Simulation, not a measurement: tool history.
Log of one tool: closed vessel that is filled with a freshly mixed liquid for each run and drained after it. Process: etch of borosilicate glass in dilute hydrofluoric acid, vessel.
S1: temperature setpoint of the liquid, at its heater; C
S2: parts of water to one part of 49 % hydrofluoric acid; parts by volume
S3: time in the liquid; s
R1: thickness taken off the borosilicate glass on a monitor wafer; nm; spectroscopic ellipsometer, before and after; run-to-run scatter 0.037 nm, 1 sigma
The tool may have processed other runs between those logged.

Run 1, hour 0.0: S1 26.0 C, S2 190 parts by volume, S3 95 s. Result: R1 9.8574 nm.
Run 2, hour 8.5: S1 24.0 C, S2 195 parts by volume, S3 95 s. Result: R1 8.8150 nm.
Run 3, hour 13.2: S1 22.5 C, S2 195 parts by volume, S3 95 s. Result: R1 8.3315 nm.
Run 4, hour 17.2: S1 21.5 C, S2 195 parts by volume, S3 95 s. Result: R1 8.0368 nm.
Run 5, hour 19.4: S1 20.5 C, S2 195 parts by volume, S3 95 s. Result: R1 7.8021 nm.
Run 6, hour 20.2: S1 20.0 C, S2 195 parts by volume, S3 95 s. Result: R1 7.6309 nm.
Run 7, hour 28.4: S1 19.5 C, S2 195 parts by volume, S3 95 s. Result: R1 7.4348 nm.

Expected results for the next run?
Run 8, hour 32.2: S1 19.0 C, S2 195 parts by volume, S3 95 s. Result: R1 ?.

For run 8 the tool returned R1 7.2403 nm.

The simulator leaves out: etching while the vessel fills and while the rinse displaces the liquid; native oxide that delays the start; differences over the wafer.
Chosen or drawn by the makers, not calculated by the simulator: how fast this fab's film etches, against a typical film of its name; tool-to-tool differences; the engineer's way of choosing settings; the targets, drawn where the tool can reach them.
